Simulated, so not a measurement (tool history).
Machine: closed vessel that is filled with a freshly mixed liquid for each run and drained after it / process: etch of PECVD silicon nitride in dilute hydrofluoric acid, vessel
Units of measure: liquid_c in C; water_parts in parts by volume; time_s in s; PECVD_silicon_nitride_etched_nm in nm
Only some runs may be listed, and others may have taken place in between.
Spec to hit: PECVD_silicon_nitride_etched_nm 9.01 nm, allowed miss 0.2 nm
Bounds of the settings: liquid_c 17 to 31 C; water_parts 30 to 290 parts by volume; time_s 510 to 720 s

run	hour	liquid_c	water_parts	time_s	PECVD_silicon_nitride_etched_nm
1	0	23	160	720	7.1648
2	6	24	160	720	7.6591
3	10.7	21	160	720	6.283
4	16.5	21	160	720	6.3003
5	18.1	22.5	160	720	6.957
6	27	23.5	160	720	7.3133
7	34.1	24.5	160	720	7.9372
8	41.2	25	160	720	8.0556
9	44	25.5	160	720	8.4236
10	50	26	160	720	8.716

Which single option among these 5 for the next run brings every result within its allowed miss of target? Just one does.
A	56	28	165	685	?
B	56	26	145	720	?
C	56	27.5	185	700	?
D	56	26	120	525	?
E	56	27	175	720	?

move	PECVD_silicon_nitride_etched_nm
A	9.11
B	9.6145
C	8.0443
D	8.465
E	8.4827
A: all results land within tolerance of their targets
B: carries the result that was furthest off beyond its target, to the other side
C: its largest miss is bigger than the last run's
D: its largest miss is bigger than the last run's
E: its largest miss is bigger than the last run's
Move A is the one to make.

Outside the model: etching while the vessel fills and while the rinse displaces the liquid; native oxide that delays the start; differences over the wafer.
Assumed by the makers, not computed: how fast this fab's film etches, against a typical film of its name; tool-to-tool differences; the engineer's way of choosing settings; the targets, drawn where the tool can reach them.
